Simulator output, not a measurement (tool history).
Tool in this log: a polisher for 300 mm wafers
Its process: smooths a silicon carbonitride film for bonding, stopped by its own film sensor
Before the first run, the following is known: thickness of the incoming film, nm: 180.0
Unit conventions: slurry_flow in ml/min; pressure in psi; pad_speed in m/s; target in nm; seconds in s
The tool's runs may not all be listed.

{"run": 1, "day": 0.0, "slurry_flow": 210, "pressure": 1.5, "pad_speed": 1.08, "slurry_solids": 1, "target": 165, "seconds": 65.569}
{"run": 2, "day": 0.208, "slurry_flow": 170, "pressure": 1.5, "pad_speed": 1.08, "slurry_solids": 1, "target": 165, "seconds": 68.418}
{"run": 3, "day": 0.525, "slurry_flow": 125, "pressure": 1.5, "pad_speed": 1.08, "slurry_solids": 1, "target": 165, "seconds": 70.82}
{"run": 4, "day": 0.796, "slurry_flow": 125, "pressure": 1.5, "pad_speed": 1.34, "slurry_solids": 1, "target": 165, "seconds": 61.176}
{"run": 5, "day": 0.992, "slurry_flow": 125, "pressure": 1.4, "pad_speed": 1.32, "slurry_solids": 1, "target": 165, "seconds": 65.996}
{"run": 6, "day": 1.296, "slurry_flow": 125, "pressure": 1.3, "pad_speed": 1.3, "slurry_solids": 1, "target": 165, "seconds": 71.98}
{"run": 7, "day": 1.529, "slurry_flow": 125, "pressure": 1.2, "pad_speed": 1.28, "slurry_solids": 1, "target": 165, "seconds": 77.519}
{"run": 8, "day": 1.817, "slurry_flow": 125, "pressure": 1.1, "pad_speed": 1.26, "slurry_solids": 1, "target": 165, "seconds": 86.19}

For run 9, what comes out?
{"run": 9, "day": 2.042, "slurry_flow": 125, "pressure": 1, "pad_speed": 1.24, "slurry_solids": 1, "target": 165, "seconds": "?"}

Run 9 yielded seconds 95.506 s.

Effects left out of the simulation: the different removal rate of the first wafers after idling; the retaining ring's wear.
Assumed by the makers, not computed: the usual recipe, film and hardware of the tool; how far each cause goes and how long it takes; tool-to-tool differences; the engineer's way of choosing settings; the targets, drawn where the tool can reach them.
